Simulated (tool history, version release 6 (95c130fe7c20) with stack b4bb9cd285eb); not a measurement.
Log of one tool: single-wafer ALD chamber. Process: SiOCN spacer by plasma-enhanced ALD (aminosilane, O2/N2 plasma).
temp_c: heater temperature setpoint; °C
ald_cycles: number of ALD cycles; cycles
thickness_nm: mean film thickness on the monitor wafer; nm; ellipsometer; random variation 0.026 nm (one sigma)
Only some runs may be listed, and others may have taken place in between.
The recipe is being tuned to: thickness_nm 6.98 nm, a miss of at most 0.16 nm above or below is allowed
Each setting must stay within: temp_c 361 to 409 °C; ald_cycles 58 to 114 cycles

| run | hour | temp_c | ald_cycles | thickness_nm |
|---|---|---|---|---|
| 1 | 0 | 385 | 86 | 5.5194 |
| 2 | 4.7 | 381 | 86 | 5.5031 |
| 3 | 12.9 | 385 | 86 | 5.554 |
| 4 | 18.9 | 385 | 88 | 5.6408 |
| 5 | 20.4 | 385 | 90 | 5.7775 |
| 6 | 28.8 | 395 | 90 | 5.7845 |
| 7 | 37 | 395 | 92 | 5.891 |
| 8 | 37.9 | 395 | 92 | 5.8828 |
| 9 | 42.8 | 395 | 94 | 5.984 |
| 10 | 48.3 | 395 | 96 | 6.1388 |
| 11 | 56.1 | 395 | 98 | 6.3069 |

4 candidate next runs follow, results not yet known. Just one meets every target within its allowed miss. Identify it.
| A | 63.9 | 395 | 86 | ? |
| B | 63.9 | 389 | 113 | ? |
| C | 63.9 | 399 | 108 | ? |
| D | 63.9 | 408 | 106 | ? |

| move | thickness_nm |
|---|---|
| A | 5.4904 |
| B | 7.2141 |
| C | 6.8949 |
| D | 6.5722 |
A: its largest miss is bigger than the last run's
B: carries the result that was furthest off beyond its target, to the other side
C: every result lands within tolerance
D: moves toward the targets from the last run without getting all of them in spec
So the answer is move C, the one that meets all the targets.
